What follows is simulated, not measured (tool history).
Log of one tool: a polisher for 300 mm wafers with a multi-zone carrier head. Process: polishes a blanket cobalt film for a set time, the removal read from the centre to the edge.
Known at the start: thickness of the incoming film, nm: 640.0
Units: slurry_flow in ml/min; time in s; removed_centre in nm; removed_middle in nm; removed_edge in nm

{"run": 1, "hour": 0.0, "slurry_flow": 305, "centre_zone": 1.0, "middle_zone": 1.0, "edge_zone": 1.0, "time": 42, "removed_centre": 189.69, "removed_middle": 185.45, "removed_edge": 184.33}
{"run": 2, "hour": 1.4, "slurry_flow": 310, "centre_zone": 1.01, "middle_zone": 1.04, "edge_zone": 1.03, "time": 43, "removed_centre": 196.1, "removed_middle": 192.26, "removed_edge": 189.28}
{"run": 3, "hour": 9.7, "slurry_flow": 310, "centre_zone": 0.97, "middle_zone": 1.04, "edge_zone": 1.03, "time": 43, "removed_centre": 188.39, "removed_middle": 197.89, "removed_edge": 188.17}
{"run": 4, "hour": 17.6, "slurry_flow": 315, "centre_zone": 0.97, "middle_zone": 1.06, "edge_zone": 1.05, "time": 45, "removed_centre": 200.64, "removed_middle": 208.38, "removed_edge": 203.92}
{"run": 5, "hour": 26.1, "slurry_flow": 325, "centre_zone": 0.97, "middle_zone": 1.09, "edge_zone": 1.05, "time": 46, "removed_centre": 203.96, "removed_middle": 217.09, "removed_edge": 209.46}
{"run": 6, "hour": 33.0, "slurry_flow": 325, "centre_zone": 0.97, "middle_zone": 1.14, "edge_zone": 1.05, "time": 46, "removed_centre": 204.31, "removed_middle": 227.42, "removed_edge": 209.48}

Run 7 comes next. What will it give?
{"run": 7, "hour": 34.6, "slurry_flow": 330, "centre_zone": 0.98, "middle_zone": 1.15, "edge_zone": 1.05, "time": 47, "removed_centre": "?", "removed_middle": "?", "removed_edge": "?"}

{"run 7": {"removed_centre": 210.87, "removed_middle": 238.73, "removed_edge": 213.12}}
